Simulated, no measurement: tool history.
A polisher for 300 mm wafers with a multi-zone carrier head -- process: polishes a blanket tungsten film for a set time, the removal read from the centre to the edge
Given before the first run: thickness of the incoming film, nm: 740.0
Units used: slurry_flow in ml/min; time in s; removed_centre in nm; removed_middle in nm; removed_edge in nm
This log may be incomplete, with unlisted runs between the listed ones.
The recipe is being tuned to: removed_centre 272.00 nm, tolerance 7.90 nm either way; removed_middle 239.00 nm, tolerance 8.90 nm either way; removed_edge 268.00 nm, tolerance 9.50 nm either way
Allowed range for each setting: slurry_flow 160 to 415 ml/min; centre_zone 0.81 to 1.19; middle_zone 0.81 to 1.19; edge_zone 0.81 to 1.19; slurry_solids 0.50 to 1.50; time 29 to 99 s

run  hour  slurry_flow  centre_zone  middle_zone  edge_zone  slurry_solids  time  removed_centre  removed_middle  removed_edge
  1   0.0          265         1.00         1.00       1.00           1.00    64          218.27          216.43        216.07
  2   0.8          270         1.01         0.99       1.02           1.05    64          220.64          219.24        221.86
  3   4.2          270         0.93         0.99       1.02           1.05    64          200.91          222.30        217.16
  4   8.9          275         0.96         0.99       1.04           1.10    64          215.54          224.94        225.32
  5  10.4          225         0.96         0.99       1.04           1.10    64          206.16          216.24        224.77
  6  13.3          225         0.96         0.99       1.04           1.25    64          209.17          226.49        229.62
  7  15.7          235         0.98         0.98       1.06           1.25    64          217.04          226.04        230.37
  8  19.7          230         1.00         0.97       1.07           1.30    65          224.70          229.50        237.29

5 candidate next runs follow, results not yet known. Just one meets every target within its allowed miss. Identify it.
  A  23.7          255         1.17         0.88       1.11           1.00    78               ?               ?             ?
  B  23.7          220         0.86         0.81       1.11           1.40    71               ?               ?             ?
  C  23.7          295         1.19         0.97       0.93           1.35    62               ?               ?             ?
  D  23.7          225         1.06         0.86       1.10           1.25    71               ?               ?             ?
  E  23.7          190         1.08         0.91       1.09           1.35    74               ?               ?             ?

move  removed_centre  removed_middle  removed_edge
   A          303.76          243.67        278.21
   B          213.48          219.12        268.96
   C          267.67          228.42        220.05
   D          257.95          224.83        261.47
   E          270.36          242.97        270.21
A: pushes the last run's worst result past its target
B: misses by more than the last run did
C: the furthest-off result lands on target, but another misses its tolerance
D: an improvement on the last run, though not all results are within tolerance
E: every result within its allowed miss
E meets every target.

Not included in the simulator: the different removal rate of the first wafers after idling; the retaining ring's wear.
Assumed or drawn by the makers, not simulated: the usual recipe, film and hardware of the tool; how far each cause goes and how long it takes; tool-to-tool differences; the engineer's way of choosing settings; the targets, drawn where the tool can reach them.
